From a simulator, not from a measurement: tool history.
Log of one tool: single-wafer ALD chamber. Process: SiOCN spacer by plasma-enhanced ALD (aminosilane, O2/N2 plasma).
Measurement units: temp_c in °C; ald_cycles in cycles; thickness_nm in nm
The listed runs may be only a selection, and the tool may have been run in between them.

run,hour,temp_c,ald_cycles,thickness_nm
1,0.0,420,38,2.0971
2,3.0,430,38,2.0286
3,7.1,427,40,2.1603
4,11.1,427,42,2.2641
5,12.8,435,42,2.2027
6,14.7,432,43,2.2776
7,22.9,429,44,2.3594
8,23.5,427,45,2.4289
9,26.9,425,46,2.5044
10,34.3,424,46,2.5077
11,37.1,423,47,2.5647
12,40.8,422,47,2.5819

Run 13 comes next. What will it give?
13,46.1,421,47,?

{"run 13": {"thickness_nm": 2.5919}}
